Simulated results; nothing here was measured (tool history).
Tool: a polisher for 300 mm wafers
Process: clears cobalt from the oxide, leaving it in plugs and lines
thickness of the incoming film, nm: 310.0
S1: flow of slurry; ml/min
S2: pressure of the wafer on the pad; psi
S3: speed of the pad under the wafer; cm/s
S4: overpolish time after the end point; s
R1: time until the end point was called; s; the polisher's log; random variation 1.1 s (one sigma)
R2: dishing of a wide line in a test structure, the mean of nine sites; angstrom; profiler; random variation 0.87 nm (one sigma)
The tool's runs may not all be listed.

run    day   S1   S2   S3  S4      R1      R2
  1      0  305  1.9  118  22  55.764  644.34
  2  0.204  365  1.9  118  22   55.75  618.84
  3  0.429  365  1.9   98  22  61.618  603.07
  4  0.725  365  1.7   98  22  69.543  590.33
  5   0.95  365  1.5   94  22  80.797  511.71
     1.279  -- head pressure recalibrated
  6  1.279  425  1.5   94  22  89.093  493.19
  7  1.521  435  1.4   94  24  93.024  508.29

Forecast run 8:
  8  1.854  440  1.3  94  25   ?   ?

R1: 98.053 s
R2: 506.64 angstrom
